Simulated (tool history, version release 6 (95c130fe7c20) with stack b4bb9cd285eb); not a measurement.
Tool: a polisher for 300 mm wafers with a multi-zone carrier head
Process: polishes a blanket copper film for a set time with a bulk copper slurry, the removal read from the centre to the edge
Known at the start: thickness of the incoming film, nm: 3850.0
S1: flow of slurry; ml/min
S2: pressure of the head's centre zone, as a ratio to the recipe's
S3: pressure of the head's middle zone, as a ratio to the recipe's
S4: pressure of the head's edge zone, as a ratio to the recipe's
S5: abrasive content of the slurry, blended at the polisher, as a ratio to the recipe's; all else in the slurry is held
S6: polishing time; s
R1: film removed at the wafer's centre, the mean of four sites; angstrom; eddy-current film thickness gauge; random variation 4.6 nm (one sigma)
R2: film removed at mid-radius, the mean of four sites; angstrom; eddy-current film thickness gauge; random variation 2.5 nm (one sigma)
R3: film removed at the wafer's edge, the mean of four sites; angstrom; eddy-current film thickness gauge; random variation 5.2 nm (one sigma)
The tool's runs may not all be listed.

| run | hour | S1 | S2 | S3 | S4 | S5 | S6 | R1 | R2 | R3 |
|---|---|---|---|---|---|---|---|---|---|---|
| 1 | 0 | 160 | 1 | 1 | 1 | 1 | 39 | 3277.1 | 3336.3 | 3290.7 |
| 2 | 5.2 | 160 | 1 | 1 | 1 | 1.15 | 39 | 3427 | 3403.6 | 3361.2 |
| 3 | 10.2 | 165 | 0.98 | 1 | 1.03 | 1.15 | 39 | 3414.2 | 3513.4 | 3490.2 |
| 4 | 11.4 | 165 | 0.98 | 1 | 1.03 | 1.15 | 45 | 3771.1 | 3980.8 | 4065 |
| 5 | 14.2 | 165 | 0.97 | 1 | 1.03 | 1.15 | 45 | 3837.3 | 3993.9 | 4040.1 |
| 6 | 21 | 160 | 0.96 | 1 | 1.04 | 1.15 | 45 | 3754.2 | 3967.6 | 4002 |

Forecast run 7:
| 7 | 29.3 | 160 | 0.95 | 1 | 1.05 | 1.15 | 45 | ? | ? | ? |

Run 7 gave R1 3673.1 angstrom, R2 3990.4 angstrom, R3 3935.5 angstrom.
